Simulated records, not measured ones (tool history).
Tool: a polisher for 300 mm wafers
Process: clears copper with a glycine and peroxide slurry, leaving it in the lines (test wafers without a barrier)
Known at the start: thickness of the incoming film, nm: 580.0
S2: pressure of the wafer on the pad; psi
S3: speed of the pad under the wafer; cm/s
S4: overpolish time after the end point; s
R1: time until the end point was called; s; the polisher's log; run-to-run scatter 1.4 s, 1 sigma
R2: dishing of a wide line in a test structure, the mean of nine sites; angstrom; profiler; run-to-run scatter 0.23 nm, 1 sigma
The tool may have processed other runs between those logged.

Run 1, hour 0: flow of slurry (ml/min) 150, S2 3.1 psi, S3 124 cm/s, S4 9 s. Result: R1 87.404 s, R2 333.12 angstrom.
Run 2, hour 8.9: flow of slurry (ml/min) 150, S2 3.1 psi, S3 136 cm/s, S4 9 s. Result: R1 80.747 s, R2 357.9 angstrom.
Run 3, hour 13.4: flow of slurry (ml/min) 155, S2 3.2 psi, S3 126 cm/s, S4 8 s. Result: R1 83.671 s, R2 317.85 angstrom.
Run 4, hour 17.1: flow of slurry (ml/min) 165, S2 3.3 psi, S3 118 cm/s, S4 7 s. Result: R1 85.528 s, R2 291 angstrom.
Run 5, hour 18.9: flow of slurry (ml/min) 165, S2 3.3 psi, S3 118 cm/s, S4 9 s. Result: R1 85.844 s, R2 338.59 angstrom.
Run 6, hour 26.6: flow of slurry (ml/min) 165, S2 3.4 psi, S3 114 cm/s, S4 8 s. Result: R1 81.845 s, R2 306.31 angstrom.
Run 7, hour 28.2: flow of slurry (ml/min) 155, S2 3.5 psi, S3 108 cm/s, S4 7 s. Result: R1 87.39 s, R2 278.57 angstrom.
Run 8, hour 36.7: flow of slurry (ml/min) 160, S2 3.6 psi, S3 102 cm/s, S4 7 s. Result: R1 89.66 s, R2 273.45 angstrom.
Run 9, hour 44.4: flow of slurry (ml/min) 170, S2 3.7 psi, S3 96 cm/s, S4 7 s. Result: R1 87.452 s, R2 268.79 angstrom.
Run 10, hour 53.4: flow of slurry (ml/min) 175, S2 3.8 psi, S3 92 cm/s, S4 7 s. Result: R1 94.083 s, R2 273.02 angstrom.

Forecast run 11:
Run 11, hour 56.1: flow of slurry (ml/min) 165, S2 3.6 psi, S3 96 cm/s, S4 7 s. Result: R1 ?, R2 ?.

R1: 91.456 s
R2: 260.71 angstrom
